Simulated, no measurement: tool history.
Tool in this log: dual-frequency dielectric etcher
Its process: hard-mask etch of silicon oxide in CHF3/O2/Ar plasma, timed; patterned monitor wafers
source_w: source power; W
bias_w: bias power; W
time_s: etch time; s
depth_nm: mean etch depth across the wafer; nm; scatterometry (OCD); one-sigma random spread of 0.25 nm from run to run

| run | hour | source_w | bias_w | time_s | depth_nm |
|---|---|---|---|---|---|
| 1 | 0 | 820 | 187 | 16.5 | 40.971 |
| 2 | 4.6 | 890 | 187 | 16.5 | 42.247 |
| 3 | 7.4 | 970 | 187 | 16.5 | 43.608 |
| 4 | 11.7 | 970 | 220 | 16.5 | 44.817 |
| 5 | 17 | 1080 | 220 | 16.5 | 46.776 |
| 6 | 23 | 1080 | 235 | 16.5 | 47.828 |
| 7 | 28.2 | 920 | 197 | 15.5 | 40.791 |

Expected results for the next run?
| 8 | 35.6 | 900 | 194 | 15.5 | ? |

For run 8 the tool returned depth_nm 40.163 nm.
